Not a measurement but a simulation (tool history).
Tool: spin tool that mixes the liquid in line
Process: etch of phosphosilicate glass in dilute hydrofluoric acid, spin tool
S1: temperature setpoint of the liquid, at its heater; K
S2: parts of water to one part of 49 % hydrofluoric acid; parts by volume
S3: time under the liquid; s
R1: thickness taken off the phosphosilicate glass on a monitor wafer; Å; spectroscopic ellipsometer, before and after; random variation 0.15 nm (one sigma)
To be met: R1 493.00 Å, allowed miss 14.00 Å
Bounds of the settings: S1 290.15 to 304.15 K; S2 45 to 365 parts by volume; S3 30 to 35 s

run,hour,S1,S2,S3,R1
1,0.0,296.15,205,35,279.55
2,0.6,296.15,205,35,280.76
3,6.2,294.65,205,35,262.70
4,12.0,296.15,195,35,296.25
5,17.9,297.65,190,35,322.54
6,19.2,298.65,185,35,345.54
7,28.2,299.65,180,35,371.79
8,34.1,300.65,175,35,398.65
9,38.2,301.15,170,35,422.35

Which of these 5 next moves meets every target?
A,42.3,300.65,180,35,?
B,42.3,302.15,145,35,?
C,42.3,301.15,160,35,?
D,42.3,295.65,125,35,?
E,42.3,300.15,135,30,?

move,R1
A,384.24
B,525.97
C,450.98
D,488.42
E,455.45
A: further off than the last run
B: takes the result that was furthest off past its target
C: nearer than the last run, and not there yet
D: meets every target
E: nearer than the last run, and not there yet
The right move is D.
